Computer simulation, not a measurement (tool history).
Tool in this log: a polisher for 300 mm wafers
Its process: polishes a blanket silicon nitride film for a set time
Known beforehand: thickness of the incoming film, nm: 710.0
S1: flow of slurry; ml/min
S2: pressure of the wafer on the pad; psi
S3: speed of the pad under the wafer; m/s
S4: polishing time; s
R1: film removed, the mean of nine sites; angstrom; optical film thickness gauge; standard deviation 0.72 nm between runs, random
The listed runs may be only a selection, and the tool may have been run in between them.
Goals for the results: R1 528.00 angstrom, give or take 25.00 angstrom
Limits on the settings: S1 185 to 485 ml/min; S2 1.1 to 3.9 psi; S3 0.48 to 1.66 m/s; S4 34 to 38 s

run  hour   S1   S2    S3  S4      R1
  1   0.0  310  2.5  1.06  38  411.26
  2   5.3  370  2.5  1.06  38  422.05
  3  13.4  370  2.5  1.28  38  501.51
  4  21.9  370  1.9  1.28  38  379.87
  5  22.6  370  2.0  1.28  38  394.92
  6  30.6  370  2.1  1.28  38  412.63
  7  34.7  370  2.2  1.28  38  437.59
  8  41.0  370  2.3  1.28  38  444.23
  9  41.7  370  2.4  1.28  38  475.04
 10  45.3  370  2.4  1.28  38  477.62
 11  47.0  370  2.5  1.28  38  479.10

Below are 5 possible settings for the next run. Only one of them brings all results inside the allowed miss of their targets. Which is it?
  A  48.7  390  2.5  1.40  38   ?
  B  48.7  445  2.0  1.44  38   ?
  C  48.7  390  2.4  1.26  34   ?
  D  48.7  445  2.0  1.30  37   ?
  E  48.7  400  2.3  1.38  34   ?

move      R1
   A  531.78
   B  442.31
   C  420.37
   D  396.83
   E  434.64
A: every result lands within tolerance
B: its largest miss is bigger than the last run's
C: its largest miss is bigger than the last run's
D: its largest miss is bigger than the last run's
E: its largest miss is bigger than the last run's
Answer: A

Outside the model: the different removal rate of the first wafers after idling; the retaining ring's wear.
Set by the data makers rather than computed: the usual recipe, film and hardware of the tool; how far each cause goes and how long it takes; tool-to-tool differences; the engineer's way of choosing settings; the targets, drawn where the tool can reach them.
